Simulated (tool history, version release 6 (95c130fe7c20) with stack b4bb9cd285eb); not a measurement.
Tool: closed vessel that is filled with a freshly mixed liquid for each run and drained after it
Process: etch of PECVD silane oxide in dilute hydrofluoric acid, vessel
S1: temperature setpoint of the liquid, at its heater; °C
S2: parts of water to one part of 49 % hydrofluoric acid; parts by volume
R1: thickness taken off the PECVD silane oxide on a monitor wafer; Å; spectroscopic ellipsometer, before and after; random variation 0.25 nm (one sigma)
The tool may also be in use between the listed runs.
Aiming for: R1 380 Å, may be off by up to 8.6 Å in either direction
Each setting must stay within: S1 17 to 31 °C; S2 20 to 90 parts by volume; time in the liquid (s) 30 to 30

Run 1, hour 0: S1 23 °C, S2 50 parts by volume, time in the liquid (s) 30. Result: R1 184.79 Å.
Run 2, hour 3.3: S1 23 °C, S2 50 parts by volume, time in the liquid (s) 30. Result: R1 184.93 Å.
Run 3, hour 11.7: S1 24.5 °C, S2 45 parts by volume, time in the liquid (s) 30. Result: R1 218.14 Å.
Run 4, hour 18: S1 22.5 °C, S2 45 parts by volume, time in the liquid (s) 30. Result: R1 203.89 Å.
Run 5, hour 25.4: S1 20 °C, S2 45 parts by volume, time in the liquid (s) 30. Result: R1 185.16 Å.
Run 6, hour 32: S1 20 °C, S2 45 parts by volume, time in the liquid (s) 30. Result: R1 181.28 Å.
Run 7, hour 38.7: S1 22 °C, S2 40 parts by volume, time in the liquid (s) 30. Result: R1 224.53 Å.
Run 8, hour 41.8: S1 23.5 °C, S2 40 parts by volume, time in the liquid (s) 30. Result: R1 239.37 Å.
Run 9, hour 45.1: S1 25 °C, S2 40 parts by volume, time in the liquid (s) 30. Result: R1 255.93 Å.
Run 10, hour 52.7: S1 26 °C, S2 40 parts by volume, time in the liquid (s) 30. Result: R1 264.76 Å.
Run 11, hour 54.3: S1 30 °C, S2 30 parts by volume, time in the liquid (s) 30. Result: R1 419.56 Å.
Run 12, hour 61.7: S1 28 °C, S2 30 parts by volume, time in the liquid (s) 30. Result: R1 390.85 Å.
Run 13, hour 69.5: S1 28 °C, S2 30 parts by volume, time in the liquid (s) 30. Result: R1 390.03 Å.

Below are 4 possible settings for the next run. Only one of them brings all results inside the allowed miss of their targets. Which is it?
Run A, hour 77.3: S1 30 °C, S2 35 parts by volume, time in the liquid (s) 30. Result: R1 ?.
Run B, hour 77.3: S1 26 °C, S2 30 parts by volume, time in the liquid (s) 30. Result: R1 ?.
Run C, hour 77.3: S1 25.5 °C, S2 30 parts by volume, time in the liquid (s) 30. Result: R1 ?.
Run D, hour 77.3: S1 27.5 °C, S2 30 parts by volume, time in the liquid (s) 30. Result: R1 ?.

move      R1
   A  359.78
   B  359.61
   C  352.26
   D  382.42
A: takes the biggest miss from the last run beyond its target
B: takes the biggest miss from the last run beyond its target
C: takes the biggest miss from the last run beyond its target
D: every result lands within tolerance
D meets every target.
